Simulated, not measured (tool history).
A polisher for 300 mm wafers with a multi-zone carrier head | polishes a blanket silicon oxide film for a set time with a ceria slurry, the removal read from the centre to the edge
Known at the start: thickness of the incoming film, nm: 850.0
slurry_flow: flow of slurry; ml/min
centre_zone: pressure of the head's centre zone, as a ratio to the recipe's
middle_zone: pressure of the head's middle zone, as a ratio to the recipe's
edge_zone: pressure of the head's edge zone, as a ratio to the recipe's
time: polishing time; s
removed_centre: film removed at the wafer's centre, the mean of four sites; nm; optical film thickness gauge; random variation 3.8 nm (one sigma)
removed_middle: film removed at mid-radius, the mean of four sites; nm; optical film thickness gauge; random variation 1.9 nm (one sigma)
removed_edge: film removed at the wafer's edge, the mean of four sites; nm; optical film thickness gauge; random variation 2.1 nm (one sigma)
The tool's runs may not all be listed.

run	day	slurry_flow	centre_zone	middle_zone	edge_zone	time	removed_centre	removed_middle	removed_edge
1	0.000	190	1.00	1.00	1.00	58	212.03	217.46	214.42
2	0.312	205	1.01	1.06	1.03	60	226.90	238.81	227.26
3	0.654	165	1.01	1.06	1.03	60	225.42	228.56	219.95
4	0.846	205	1.01	1.06	1.03	60	231.36	237.26	222.85
5	1.058	205	1.01	1.06	0.94	60	225.68	237.56	215.82
6	1.375	220	1.00	1.09	0.99	62	233.06	253.19	227.76
7	1.604	230	1.00	1.12	1.03	63	236.98	265.35	238.72
8	1.667	240	1.01	1.14	1.05	64	247.19	274.75	244.60

Forecast run 9:
9	1.708	245	1.01	1.15	1.07	65	?	?	?

{"run 9": {"removed_centre": 247.78, "removed_middle": 276.88, "removed_edge": 248.89}}
